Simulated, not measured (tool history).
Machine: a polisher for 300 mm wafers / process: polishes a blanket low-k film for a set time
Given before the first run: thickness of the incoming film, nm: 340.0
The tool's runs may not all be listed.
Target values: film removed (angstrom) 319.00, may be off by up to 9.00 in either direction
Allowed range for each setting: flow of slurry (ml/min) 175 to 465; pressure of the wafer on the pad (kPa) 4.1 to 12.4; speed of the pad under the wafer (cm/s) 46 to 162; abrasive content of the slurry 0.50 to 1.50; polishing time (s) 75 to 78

run	hour	flow of slurry (ml/min)	pressure of the wafer on the pad (kPa)	speed of the pad under the wafer (cm/s)	abrasive content of the slurry	polishing time (s)	film removed (angstrom)
1	0.0	295	8.3	104	1.00	75	193.69
2	4.6	295	6.9	104	1.00	75	164.68
3	6.1	295	6.9	104	0.85	75	149.19
4	7.5	295	6.9	104	0.75	75	141.01
5	9.6	295	6.9	104	0.90	75	158.00
6	11.4	295	8.3	108	0.90	75	190.62
7	15.2	295	9.0	108	0.90	75	206.32
8	22.7	295	9.7	108	0.90	75	224.27
9	24.9	295	10.3	108	0.90	75	236.10
10	33.9	295	11.0	110	0.90	75	258.51
11	42.4	295	11.0	110	0.90	75	256.79
12	51.3	305	12.4	118	0.90	75	304.41
13	60.0	305	12.4	120	0.90	75	304.04

Pick the move, out of 4, that brings all results within their allowed miss; only one does.
A	68.7	335	12.4	132	0.75	76	?
B	68.7	320	11.0	140	0.90	77	?
C	68.7	215	12.4	162	0.60	75	?
D	68.7	280	12.4	134	0.90	78	?

move	film removed (angstrom)
A	305.21
B	316.95
C	292.22
D	344.94
A: gains on the last run, yet a result remains outside its allowed miss
B: every result lands within tolerance
C: misses by more than the last run did
D: takes the biggest miss from the last run beyond its target
Move B is the one to make.

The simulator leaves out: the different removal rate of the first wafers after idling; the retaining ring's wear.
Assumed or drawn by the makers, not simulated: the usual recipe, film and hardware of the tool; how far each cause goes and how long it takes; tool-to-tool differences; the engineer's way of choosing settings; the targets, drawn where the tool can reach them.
